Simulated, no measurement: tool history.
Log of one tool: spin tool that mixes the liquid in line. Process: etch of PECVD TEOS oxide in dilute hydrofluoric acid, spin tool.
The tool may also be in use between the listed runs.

run,hour,temperature setpoint of the liquid (K),parts of water to one part of 49 % hydrofluoric acid (parts by volume),time under the liquid (s),thickness taken off the PECVD TEOS oxide on a monitor wafer (angstrom)
1,0.0,295.15,100,270,310.19
2,2.8,295.15,130,270,231.32
3,9.1,297.65,105,270,324.08
4,14.7,299.15,90,270,407.27
5,16.0,299.15,90,270,411.82
6,18.9,300.15,80,270,481.98
7,27.3,301.15,75,270,541.94
8,28.2,301.65,70,270,589.00
9,30.7,302.15,70,270,614.33
10,34.7,302.65,70,270,623.09

Run 11 comes next. What will it give?
11,39.8,303.15,70,270,?

{"run 11": {"thickness taken off the PECVD TEOS oxide on a monitor wafer (angstrom)": 634.99}}

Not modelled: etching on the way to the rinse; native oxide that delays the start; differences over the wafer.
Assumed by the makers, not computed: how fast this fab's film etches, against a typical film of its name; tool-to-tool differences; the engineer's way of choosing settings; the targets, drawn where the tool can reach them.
